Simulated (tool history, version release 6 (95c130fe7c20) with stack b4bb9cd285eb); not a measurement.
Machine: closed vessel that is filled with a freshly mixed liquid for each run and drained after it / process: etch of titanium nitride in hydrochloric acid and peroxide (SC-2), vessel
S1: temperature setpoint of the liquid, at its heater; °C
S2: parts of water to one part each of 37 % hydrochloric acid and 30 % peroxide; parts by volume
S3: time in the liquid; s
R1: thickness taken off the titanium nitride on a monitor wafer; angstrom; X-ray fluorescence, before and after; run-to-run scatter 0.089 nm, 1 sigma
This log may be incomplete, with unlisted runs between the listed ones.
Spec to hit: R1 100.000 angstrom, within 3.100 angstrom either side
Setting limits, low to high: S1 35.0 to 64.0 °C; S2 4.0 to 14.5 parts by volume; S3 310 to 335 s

run,hour,S1,S2,S3,R1
1,0.0,48.0,8.0,310,82.153
2,1.6,49.0,8.0,310,86.874
3,8.1,49.0,10.5,310,69.676
4,9.6,49.0,9.0,310,80.340
5,18.0,49.0,9.0,310,80.745
6,22.5,49.0,9.0,310,79.798
7,24.1,50.0,9.0,310,84.803
8,25.7,50.5,9.0,310,88.298
9,28.8,51.0,9.0,310,91.204
10,37.7,51.5,9.0,310,94.020

Next run, 4 choices. One meets every target within its allowed miss, the rest don't. Which?
A,46.6,52.5,10.0,335,?
B,46.6,49.0,8.5,335,?
C,46.6,51.5,9.5,310,?
D,46.6,51.5,9.5,320,?

move,R1
A,99.367
B,90.022
C,89.834
D,92.732
A: meets every target
B: further off than the last run
C: further off than the last run
D: further off than the last run
The right move is A.
